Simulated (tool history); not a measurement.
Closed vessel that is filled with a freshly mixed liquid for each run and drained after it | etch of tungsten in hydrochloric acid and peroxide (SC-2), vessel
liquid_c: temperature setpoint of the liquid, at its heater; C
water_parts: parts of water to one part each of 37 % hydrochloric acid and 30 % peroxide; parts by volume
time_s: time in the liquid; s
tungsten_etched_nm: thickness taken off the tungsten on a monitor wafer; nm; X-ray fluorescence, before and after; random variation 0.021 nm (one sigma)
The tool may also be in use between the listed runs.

{"run": 1, "hour": 0.0, "liquid_c": 60, "water_parts": 6.5, "time_s": 30, "tungsten_etched_nm": 10.823}
{"run": 2, "hour": 6.6, "liquid_c": 56.5, "water_parts": 6.5, "time_s": 30, "tungsten_etched_nm": 8.6215}
{"run": 3, "hour": 11.2, "liquid_c": 54.5, "water_parts": 6.5, "time_s": 30, "tungsten_etched_nm": 7.6786}
{"run": 4, "hour": 19.4, "liquid_c": 49.5, "water_parts": 6.5, "time_s": 30, "tungsten_etched_nm": 5.4889}
{"run": 5, "hour": 24.8, "liquid_c": 45, "water_parts": 6.5, "time_s": 30, "tungsten_etched_nm": 4.0398}
{"run": 6, "hour": 28.1, "liquid_c": 45, "water_parts": 5, "time_s": 30, "tungsten_etched_nm": 4.9112}
{"run": 7, "hour": 35.4, "liquid_c": 46, "water_parts": 5, "time_s": 30, "tungsten_etched_nm": 5.2752}
{"run": 8, "hour": 41.3, "liquid_c": 46.5, "water_parts": 5, "time_s": 30, "tungsten_etched_nm": 5.4627}

The next listed run, before its measurement:
{"run": 9, "hour": 42.1, "liquid_c": 47, "water_parts": 5, "time_s": 30, "tungsten_etched_nm": "?"}

Run 9 gave tungsten_etched_nm 5.5965 nm.
